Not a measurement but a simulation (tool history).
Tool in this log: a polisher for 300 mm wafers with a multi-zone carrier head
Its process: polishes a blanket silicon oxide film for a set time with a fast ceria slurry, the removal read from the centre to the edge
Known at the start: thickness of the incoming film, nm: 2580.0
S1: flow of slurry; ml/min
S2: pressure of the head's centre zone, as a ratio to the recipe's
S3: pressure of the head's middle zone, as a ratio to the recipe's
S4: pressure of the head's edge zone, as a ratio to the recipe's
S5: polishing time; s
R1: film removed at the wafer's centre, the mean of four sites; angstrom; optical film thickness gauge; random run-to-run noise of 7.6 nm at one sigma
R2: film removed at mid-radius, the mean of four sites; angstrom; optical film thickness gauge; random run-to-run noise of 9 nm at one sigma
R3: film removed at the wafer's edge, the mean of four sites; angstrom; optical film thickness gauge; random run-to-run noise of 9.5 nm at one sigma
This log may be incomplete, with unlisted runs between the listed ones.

| run | day | S1 | S2 | S3 | S4 | S5 | R1 | R2 | R3 |
|---|---|---|---|---|---|---|---|---|---|
| 1 | 0.000 | 320 | 1.00 | 1.00 | 1.00 | 46 | 9317.4 | 9265.0 | 8822.1 |
| 2 | 0.208 | 315 | 0.97 | 0.98 | 1.00 | 43 | 8246.1 | 8572.2 | 8249.7 |
| 3 | 0.558 | 315 | 0.97 | 0.98 | 0.95 | 43 | 8295.4 | 8295.6 | 8198.5 |
| 4 | 0.821 | 315 | 0.95 | 0.97 | 0.95 | 41 | 7582.1 | 7980.0 | 7789.0 |
| 5 | 1.042 | 315 | 0.94 | 0.95 | 0.95 | 39 | 7386.3 | 7432.3 | 7436.6 |
| 6 | 1.350 | 315 | 0.94 | 0.89 | 0.95 | 39 | 7187.7 | 7039.7 | 7388.0 |
| 7 | 1.583 | 315 | 0.93 | 0.89 | 0.95 | 38 | 7084.1 | 6969.8 | 7229.8 |
| 8 | 1.912 | 315 | 0.91 | 0.88 | 0.95 | 37 | 6703.2 | 7056.5 | 6972.4 |
| 9 | 2.267 | 290 | 0.90 | 0.87 | 0.94 | 37 | 6544.3 | 6817.6 | 6786.1 |
| 10 | 2.554 | 310 | 0.89 | 0.86 | 0.94 | 36 | 6440.7 | 6512.7 | 6607.0 |

Run 11 has not been measured yet. What should we expect?
| 11 | 2.904 | 305 | 0.88 | 0.85 | 0.97 | 35 | ? | ? | ? |

Run 11 came out at R1 5884.9 angstrom, R2 6255.2 angstrom, R3 6761.1 angstrom.
